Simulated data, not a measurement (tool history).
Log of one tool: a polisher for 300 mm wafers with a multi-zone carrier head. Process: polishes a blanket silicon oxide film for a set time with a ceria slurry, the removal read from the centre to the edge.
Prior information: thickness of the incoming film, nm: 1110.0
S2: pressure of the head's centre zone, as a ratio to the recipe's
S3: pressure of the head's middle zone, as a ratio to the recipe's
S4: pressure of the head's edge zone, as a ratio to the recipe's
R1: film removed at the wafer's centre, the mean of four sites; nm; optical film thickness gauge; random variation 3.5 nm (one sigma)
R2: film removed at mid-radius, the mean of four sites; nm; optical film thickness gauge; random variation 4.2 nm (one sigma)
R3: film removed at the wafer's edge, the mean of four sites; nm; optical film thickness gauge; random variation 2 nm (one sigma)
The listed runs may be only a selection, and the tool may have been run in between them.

run 1 day=0.000 | flow_of_slurry_(ml/min)=285 S2=1.00 S3=1.00 S4=1.00 polishing_time_(s)=69 | R1=318.10 R2=320.54 R3=313.24
run 2 day=0.129 | flow_of_slurry_(ml/min)=280 S2=0.96 S3=0.99 S4=0.98 polishing_time_(s)=68 | R1=294.58 R2=307.58 R3=302.32
run 3 day=0.438 | flow_of_slurry_(ml/min)=275 S2=0.94 S3=0.99 S4=0.97 polishing_time_(s)=68 | R1=289.44 R2=304.11 R3=304.35
run 4 day=0.612 | flow_of_slurry_(ml/min)=275 S2=0.88 S3=0.99 S4=0.97 polishing_time_(s)=68 | R1=271.96 R2=310.01 R3=303.29
-- day=0.667 worn pad replaced by a new one
run 5 day=0.667 | flow_of_slurry_(ml/min)=275 S2=0.88 S3=0.99 S4=0.93 polishing_time_(s)=68 | R1=296.53 R2=328.26 R3=320.11
run 6 day=1.000 | flow_of_slurry_(ml/min)=275 S2=0.88 S3=0.99 S4=0.85 polishing_time_(s)=68 | R1=300.98 R2=333.75 R3=311.57
run 7 day=1.221 | flow_of_slurry_(ml/min)=270 S2=0.87 S3=0.99 S4=0.86 polishing_time_(s)=66 | R1=281.96 R2=328.91 R3=299.77

Predict the results of run 8:
run 8 day=1.471 | flow_of_slurry_(ml/min)=260 S2=0.86 S3=0.98 S4=0.87 polishing_time_(s)=65 | R1=? R2=? R3=?

R1: 282.67 nm
R2: 306.03 nm
R3: 295.21 nm

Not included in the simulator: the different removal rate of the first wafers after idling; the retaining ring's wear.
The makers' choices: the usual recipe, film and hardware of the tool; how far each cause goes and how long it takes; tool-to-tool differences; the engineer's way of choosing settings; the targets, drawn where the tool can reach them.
